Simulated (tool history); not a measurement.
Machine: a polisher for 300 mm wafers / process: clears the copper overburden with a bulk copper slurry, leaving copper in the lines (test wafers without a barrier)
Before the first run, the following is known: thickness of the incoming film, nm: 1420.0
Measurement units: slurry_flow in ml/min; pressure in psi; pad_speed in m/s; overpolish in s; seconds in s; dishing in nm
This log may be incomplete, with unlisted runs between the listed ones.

{"run": 1, "day": 0.0, "slurry_flow": 185, "pressure": 3.3, "pad_speed": 1.4, "slurry_solids": 1, "overpolish": 11, "seconds": 95.012, "dishing": 23.95}
{"run": 2, "day": 0.312, "slurry_flow": 230, "pressure": 3.3, "pad_speed": 1.4, "slurry_solids": 1, "overpolish": 11, "seconds": 89.839, "dishing": 24.231}
{"run": 3, "day": 0.554, "slurry_flow": 210, "pressure": 3.3, "pad_speed": 1.4, "slurry_solids": 1, "overpolish": 11, "seconds": 92.395, "dishing": 23.021}
{"run": 4, "day": 0.679, "slurry_flow": 210, "pressure": 2.9, "pad_speed": 1.38, "slurry_solids": 1, "overpolish": 11, "seconds": 103.83, "dishing": 24.566}
{"run": 5, "day": 0.958, "slurry_flow": 185, "pressure": 3.1, "pad_speed": 1.22, "slurry_solids": 0.95, "overpolish": 9, "seconds": 112.42, "dishing": 23.229}
{"run": 6, "day": 1.021, "slurry_flow": 180, "pressure": 2.9, "pad_speed": 1.18, "slurry_solids": 0.9, "overpolish": 7, "seconds": 122.58, "dishing": 21.909}
{"run": 7, "day": 1.108, "slurry_flow": 185, "pressure": 2.2, "pad_speed": 1.12, "slurry_solids": 0.95, "overpolish": 11, "seconds": 165.76, "dishing": 22.461}

The next listed run, before its measurement:
{"run": 8, "day": 1.45, "slurry_flow": 185, "pressure": 2.3, "pad_speed": 1.12, "slurry_solids": 0.95, "overpolish": 10, "seconds": "?", "dishing": "?"}

{"run 8": {"seconds": 163.09, "dishing": 22.575}}
